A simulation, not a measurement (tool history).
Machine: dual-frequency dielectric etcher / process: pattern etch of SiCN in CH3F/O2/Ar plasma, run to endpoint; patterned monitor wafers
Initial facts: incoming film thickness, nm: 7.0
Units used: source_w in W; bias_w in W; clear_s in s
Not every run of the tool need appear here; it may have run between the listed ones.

| run | hour | source_w | bias_w | clear_s |
|---|---|---|---|---|
| 1 | 0.0 | 320 | 97 | 20.228 |
| 2 | 6.6 | 320 | 103 | 19.654 |
| 3 | 7.5 | 300 | 99 | 20.430 |
| 4 | 15.1 | 290 | 95 | 21.188 |
| 5 | 17.0 | 290 | 102 | 20.608 |
| 6 | 20.3 | 290 | 114 | 19.479 |
| 7 | 28.1 | 280 | 109 | 20.411 |
| 8 | 34.3 | 270 | 106 | 20.822 |

Expected results for the next run?
| 9 | 40.5 | 260 | 103 | ? |

clear_s: 21.310 s

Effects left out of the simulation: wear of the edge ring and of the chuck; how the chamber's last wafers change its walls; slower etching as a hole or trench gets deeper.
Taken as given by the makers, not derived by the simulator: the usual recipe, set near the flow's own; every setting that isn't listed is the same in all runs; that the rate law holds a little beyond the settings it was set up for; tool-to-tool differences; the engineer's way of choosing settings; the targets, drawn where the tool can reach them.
